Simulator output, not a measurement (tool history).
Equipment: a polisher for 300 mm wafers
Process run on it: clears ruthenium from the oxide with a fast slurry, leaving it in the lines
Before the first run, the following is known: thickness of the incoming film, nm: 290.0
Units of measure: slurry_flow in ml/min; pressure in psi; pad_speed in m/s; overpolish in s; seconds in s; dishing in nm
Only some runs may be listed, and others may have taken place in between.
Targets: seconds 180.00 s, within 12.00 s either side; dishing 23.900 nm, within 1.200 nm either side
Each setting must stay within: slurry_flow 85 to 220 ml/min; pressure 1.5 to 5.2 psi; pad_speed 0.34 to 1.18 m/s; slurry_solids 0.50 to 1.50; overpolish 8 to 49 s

run 1 hour=0.0 | slurry_flow=140 pressure=3.3 pad_speed=0.76 slurry_solids=1.00 overpolish=25 | seconds=110.21 dishing=27.749
run 2 hour=6.6 | slurry_flow=140 pressure=3.3 pad_speed=0.76 slurry_solids=1.10 overpolish=25 | seconds=101.55 dishing=27.719
run 3 hour=14.1 | slurry_flow=170 pressure=3.3 pad_speed=0.76 slurry_solids=1.10 overpolish=25 | seconds=102.48 dishing=28.398
run 4 hour=20.9 | slurry_flow=150 pressure=3.3 pad_speed=0.76 slurry_solids=1.10 overpolish=25 | seconds=102.35 dishing=27.123
run 5 hour=28.0 | slurry_flow=130 pressure=3.3 pad_speed=0.76 slurry_solids=1.10 overpolish=25 | seconds=106.08 dishing=27.013
run 6 hour=31.2 | slurry_flow=130 pressure=2.8 pad_speed=0.74 slurry_solids=1.10 overpolish=25 | seconds=126.41 dishing=26.043
run 7 hour=37.1 | slurry_flow=130 pressure=2.8 pad_speed=0.74 slurry_solids=1.10 overpolish=25 | seconds=125.80 dishing=26.941
run 8 hour=42.0 | slurry_flow=130 pressure=2.5 pad_speed=0.72 slurry_solids=1.10 overpolish=22 | seconds=146.68 dishing=24.247
run 9 hour=50.9 | slurry_flow=130 pressure=2.3 pad_speed=0.72 slurry_solids=1.10 overpolish=23 | seconds=152.18 dishing=24.268

Which of these 4 next moves meets every target?
run A hour=59.8 | slurry_flow=120 pressure=2.2 pad_speed=0.94 slurry_solids=1.10 overpolish=19 | seconds=? dishing=?
run B hour=59.8 | slurry_flow=150 pressure=2.9 pad_speed=0.80 slurry_solids=0.85 overpolish=20 | seconds=? dishing=?
run C hour=59.8 | slurry_flow=120 pressure=2.7 pad_speed=0.84 slurry_solids=1.15 overpolish=20 | seconds=? dishing=?
run D hour=59.8 | slurry_flow=130 pressure=2.4 pad_speed=0.60 slurry_solids=1.05 overpolish=27 | seconds=? dishing=?

move=A seconds=129.38 dishing=24.242
move=B seconds=133.05 dishing=24.461
move=C seconds=115.72 dishing=25.695
move=D seconds=186.65 dishing=24.098
A: the biggest miss grows against the last run
B: the biggest miss grows against the last run
C: the biggest miss grows against the last run
D: every result lands within tolerance
Move D is the one to make.
